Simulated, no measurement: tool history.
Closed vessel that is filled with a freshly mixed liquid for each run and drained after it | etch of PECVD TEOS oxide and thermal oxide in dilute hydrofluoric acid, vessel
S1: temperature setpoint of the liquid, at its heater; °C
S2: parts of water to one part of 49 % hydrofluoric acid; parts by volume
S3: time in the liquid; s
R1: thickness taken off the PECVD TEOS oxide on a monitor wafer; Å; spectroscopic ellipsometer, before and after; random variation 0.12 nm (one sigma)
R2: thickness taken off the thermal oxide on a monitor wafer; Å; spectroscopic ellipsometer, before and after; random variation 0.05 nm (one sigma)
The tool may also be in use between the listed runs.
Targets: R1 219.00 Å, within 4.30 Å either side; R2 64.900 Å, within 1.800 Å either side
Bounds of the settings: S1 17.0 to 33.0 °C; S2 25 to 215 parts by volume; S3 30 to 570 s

run,hour,S1,S2,S3,R1,R2
1,0.0,25.0,120,290,341.41,101.310
2,5.9,24.0,120,290,329.46,97.280
3,7.8,23.5,120,290,321.09,96.337
4,13.1,23.5,120,360,405.26,118.720
5,16.0,23.0,125,360,376.19,110.500
6,23.8,25.5,125,360,406.46,124.050
7,29.2,21.5,175,360,238.86,71.256
8,37.3,20.0,175,360,224.16,66.479
9,41.1,20.0,175,360,224.40,66.340

Which single option among these 5 for the next run brings every result within its allowed miss of target? Just one does.
A,44.9,18.0,165,355,?,?
B,44.9,22.5,200,395,?,?
C,44.9,20.0,165,345,?,?
D,44.9,25.5,145,240,?,?
E,44.9,19.0,175,385,?,?

move,R1,R2
A,220.66,65.071
B,232.96,68.700
C,232.23,68.482
D,232.38,68.527
E,232.53,68.572
A: meets every target
B: moves away from the targets compared with the last run
C: moves away from the targets compared with the last run
D: moves away from the targets compared with the last run
E: moves away from the targets compared with the last run
Move A is the one to make.
